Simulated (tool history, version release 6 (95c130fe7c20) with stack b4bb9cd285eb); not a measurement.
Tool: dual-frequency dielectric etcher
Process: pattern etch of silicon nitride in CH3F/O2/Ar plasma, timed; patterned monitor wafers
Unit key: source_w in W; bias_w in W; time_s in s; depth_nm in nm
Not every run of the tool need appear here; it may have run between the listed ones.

| run | hour | source_w | bias_w | time_s | depth_nm |
|---|---|---|---|---|---|
| 1 | 0.0 | 370 | 99 | 82 | 57.340 |
| 2 | 6.5 | 350 | 98 | 82 | 56.327 |
| 3 | 13.8 | 380 | 98 | 82 | 58.081 |
| 4 | 22.7 | 380 | 98 | 82 | 58.213 |
| 5 | 27.5 | 380 | 98 | 82 | 58.228 |
| 6 | 32.1 | 360 | 97 | 82 | 56.776 |

Run 7, settings as shown, results not yet in. Your forecast:
|  | 39.0 | bias power generator calibrated |
| 7 | 39.0 | 340 | 96 | 82 | ? |

Logged for run 7: depth_nm 54.479 nm.
